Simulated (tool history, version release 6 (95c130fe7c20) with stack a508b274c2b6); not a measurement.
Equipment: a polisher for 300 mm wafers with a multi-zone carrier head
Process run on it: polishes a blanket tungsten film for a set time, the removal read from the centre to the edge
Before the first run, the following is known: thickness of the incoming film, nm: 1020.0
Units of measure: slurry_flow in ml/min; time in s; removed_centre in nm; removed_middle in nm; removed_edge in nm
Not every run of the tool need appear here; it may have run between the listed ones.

run	hour	slurry_flow	centre_zone	middle_zone	edge_zone	slurry_solids	time	removed_centre	removed_middle	removed_edge
1	0.0	135	1.00	1.00	1.00	1.00	50	386.40	369.23	368.51
2	4.3	145	1.02	1.03	1.02	1.10	50	412.88	398.39	390.89
3	8.3	145	1.02	1.03	1.02	1.15	50	418.56	405.32	393.35
4	10.3	155	1.04	1.06	1.04	1.20	50	439.87	424.04	406.99
5	18.0	170	1.04	1.06	1.04	1.20	50	443.36	424.30	408.07
# hour 22.0: edge zone pressure recalibrated
6	22.0	170	1.04	0.99	1.04	1.20	50	444.92	405.92	428.16

What does the tool deliver on the next run?
7	23.6	170	1.04	0.99	1.04	1.20	50	?	?	?

Run 7 yielded removed_centre 446.51 nm, removed_middle 406.81 nm, removed_edge 424.42 nm.

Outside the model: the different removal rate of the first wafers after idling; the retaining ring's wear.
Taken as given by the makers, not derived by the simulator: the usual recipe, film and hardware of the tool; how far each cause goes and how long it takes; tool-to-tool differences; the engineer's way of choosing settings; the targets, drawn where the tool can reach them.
